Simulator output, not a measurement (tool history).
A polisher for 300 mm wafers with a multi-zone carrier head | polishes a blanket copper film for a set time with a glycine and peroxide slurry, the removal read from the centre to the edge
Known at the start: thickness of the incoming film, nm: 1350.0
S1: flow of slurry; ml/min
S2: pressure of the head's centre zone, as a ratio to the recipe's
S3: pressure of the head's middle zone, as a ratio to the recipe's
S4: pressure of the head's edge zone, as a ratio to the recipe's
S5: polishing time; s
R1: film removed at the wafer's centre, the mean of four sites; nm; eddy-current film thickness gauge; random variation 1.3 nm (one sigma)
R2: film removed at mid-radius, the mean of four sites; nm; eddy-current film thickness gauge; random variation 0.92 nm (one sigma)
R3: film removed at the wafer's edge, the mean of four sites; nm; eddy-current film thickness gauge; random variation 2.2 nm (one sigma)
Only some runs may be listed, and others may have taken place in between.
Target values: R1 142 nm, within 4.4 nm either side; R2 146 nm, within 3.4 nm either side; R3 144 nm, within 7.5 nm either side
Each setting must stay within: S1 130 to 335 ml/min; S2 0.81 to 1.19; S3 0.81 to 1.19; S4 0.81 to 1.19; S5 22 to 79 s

run 1 hour=0 | S1=215 S2=1 S3=1 S4=1 S5=50 | R1=194.19 R2=188.53 R3=187.68
run 2 hour=6.9 | S1=265 S2=1 S3=1 S4=1 S5=50 | R1=199.53 R2=193.6 R3=190.34
run 3 hour=15.5 | S1=265 S2=1.05 S3=1 S4=1 S5=50 | R1=204.22 R2=193.49 R3=197
run 4 hour=20.5 | S1=260 S2=1.01 S3=0.99 S4=1.01 S5=48 | R1=189.09 R2=184.13 R3=185.29
run 5 hour=21.6 | S1=255 S2=0.98 S3=0.97 S4=1 S5=47 | R1=181.23 R2=175.96 R3=176.89
run 6 hour=27.4 | S1=255 S2=0.98 S3=0.97 S4=1 S5=57 | R1=225.14 R2=216.74 R3=214.8
run 7 hour=33.6 | S1=250 S2=0.95 S3=0.96 S4=0.99 S5=54 | R1=208.26 R2=201.35 R3=201.46
run 8 hour=37.2 | S1=245 S2=0.93 S3=0.95 S4=0.98 S5=51 | R1=191.23 R2=188.56 R3=187.89
run 9 hour=38.6 | S1=240 S2=0.91 S3=0.94 S4=0.97 S5=49 | R1=179.58 R2=180.38 R3=182.05
run 10 hour=43.9 | S1=240 S2=0.9 S3=0.93 S4=0.94 S5=47 | R1=170.53 R2=172.75 R3=168.12
run 11 hour=51.8 | S1=235 S2=0.88 S3=0.91 S4=0.93 S5=46 | R1=164.77 R2=162.85 R3=170.41
run 12 hour=52.7 | S1=235 S2=0.88 S3=0.91 S4=0.91 S5=45 | R1=164.48 R2=159.57 R3=162.99
run 13 hour=53.6 | S1=230 S2=0.87 S3=0.91 S4=0.9 S5=44 | R1=156.31 R2=157.64 R3=154.55
run 14 hour=54.3 | S1=220 S2=0.86 S3=0.9 S4=0.89 S5=44 | R1=151.97 R2=154.52 R3=153.63
run 15 hour=55.2 | S1=210 S2=0.86 S3=0.9 S4=0.88 S5=44 | R1=152.55 R2=153.25 R3=155.32
run 16 hour=56.4 | S1=205 S2=0.86 S3=0.9 S4=0.87 S5=44 | R1=152.68 R2=151.65 R3=150.88
run 17 hour=59.9 | S1=200 S2=0.85 S3=0.9 S4=0.87 S5=44 | R1=150.69 R2=152.3 R3=157.26
run 18 hour=60.7 | S1=205 S2=0.84 S3=0.9 S4=0.86 S5=44 | R1=149.01 R2=151.45 R3=151.03
run 19 hour=61.3 | S1=200 S2=0.84 S3=0.9 S4=0.85 S5=44 | R1=149.91 R2=150.74 R3=149.18
run 20 hour=69.8 | S1=195 S2=0.83 S3=0.9 S4=0.85 S5=44 | R1=146.69 R2=150.92 R3=153.37
run 21 hour=74.2 | S1=195 S2=0.83 S3=0.9 S4=0.84 S5=44 | R1=147.34 R2=150.92 R3=147.08

Of the 4 settings listed for the next run, only one would bring every result within its allowed miss of target. Which one?
run A hour=78.6 | S1=205 S2=0.88 S3=0.88 S4=0.81 S5=43 | R1=? R2=? R3=?
run B hour=78.6 | S1=150 S2=0.87 S3=0.93 S4=0.82 S5=44 | R1=? R2=? R3=?
run C hour=78.6 | S1=240 S2=0.92 S3=0.99 S4=0.81 S5=38 | R1=? R2=? R3=?
run D hour=78.6 | S1=200 S2=0.81 S3=1.04 S4=0.83 S5=42 | R1=? R2=? R3=?

move=A R1=151.68 R2=146.91 R3=142.95
move=B R1=144.24 R2=147.65 R3=140.72
move=C R1=141.41 R2=145.13 R3=128.31
move=D R1=140.41 R2=162.31 R3=140.39
A: the worst result of the last run now meets its target, but another is out of spec
B: all results in spec
C: the worst result of the last run now meets its target, but another is out of spec
D: its largest miss is bigger than the last run's
B is the move that brings every result within its allowed miss.
